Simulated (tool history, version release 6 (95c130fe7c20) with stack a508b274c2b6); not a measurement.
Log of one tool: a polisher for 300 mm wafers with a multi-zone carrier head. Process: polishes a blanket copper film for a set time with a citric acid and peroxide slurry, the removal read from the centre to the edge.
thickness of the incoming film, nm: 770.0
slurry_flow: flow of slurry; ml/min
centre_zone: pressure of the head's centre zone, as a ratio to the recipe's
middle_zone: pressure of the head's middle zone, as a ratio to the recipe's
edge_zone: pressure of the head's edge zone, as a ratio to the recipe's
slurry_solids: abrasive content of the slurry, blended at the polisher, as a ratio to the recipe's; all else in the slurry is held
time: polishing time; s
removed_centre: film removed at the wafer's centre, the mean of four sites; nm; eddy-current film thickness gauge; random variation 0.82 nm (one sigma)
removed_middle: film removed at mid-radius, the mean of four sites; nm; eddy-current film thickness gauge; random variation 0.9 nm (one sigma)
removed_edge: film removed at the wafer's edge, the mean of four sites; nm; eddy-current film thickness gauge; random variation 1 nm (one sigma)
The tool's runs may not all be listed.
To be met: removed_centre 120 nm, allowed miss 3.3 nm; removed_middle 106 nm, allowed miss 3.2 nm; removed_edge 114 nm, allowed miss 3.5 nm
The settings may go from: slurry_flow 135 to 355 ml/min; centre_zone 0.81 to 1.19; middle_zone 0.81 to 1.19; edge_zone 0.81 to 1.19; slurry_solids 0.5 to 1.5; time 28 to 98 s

run	hour	slurry_flow	centre_zone	middle_zone	edge_zone	slurry_solids	time	removed_centre	removed_middle	removed_edge
1	0	225	1	1	1	1	63	144.63	144.28	143.9
2	4.4	225	1	1	1	0.8	63	139.9	137.37	137.63
3	7.6	215	0.99	0.96	0.96	0.7	62	133.01	129.6	130.01
4	15	205	0.99	0.92	0.94	0.65	61	129.96	121.18	125.45
5	15.7	205	0.99	1	0.94	0.65	61	127.92	129.98	126.06
6	18.2	200	0.99	0.95	0.92	0.6	60	124.5	119.23	119.85
7	22.7	190	0.99	0.92	0.91	0.6	60	123.82	116.6	120.17
8	29.6	185	0.99	0.9	0.89	0.55	60	120.4	113	115.57
9	36.1	180	0.99	0.88	0.89	0.55	60	121.91	108.56	116.7

Which of these 5 next moves meets every target?
A	42.6	230	1.04	0.95	0.81	0.65	55	?	?	?
B	42.6	185	1.01	0.81	0.92	0.55	61	?	?	?
C	42.6	175	1.05	0.89	0.96	0.5	60	?	?	?
D	42.6	135	1.02	0.89	0.87	0.5	65	?	?	?
E	42.6	210	1.01	0.88	0.93	0.5	57	?	?	?

move	removed_centre	removed_middle	removed_edge
A	124.79	113.32	108.9
B	127.18	104.74	122.21
C	127.46	109.08	120.18
D	127.53	113.06	120.84
E	119.86	105.37	114.78
A: further off than the last run
B: brings the result that was furthest off to its target, and leaves another outside
C: brings the result that was furthest off to its target, and leaves another outside
D: further off than the last run
E: meets every target
Answer: E

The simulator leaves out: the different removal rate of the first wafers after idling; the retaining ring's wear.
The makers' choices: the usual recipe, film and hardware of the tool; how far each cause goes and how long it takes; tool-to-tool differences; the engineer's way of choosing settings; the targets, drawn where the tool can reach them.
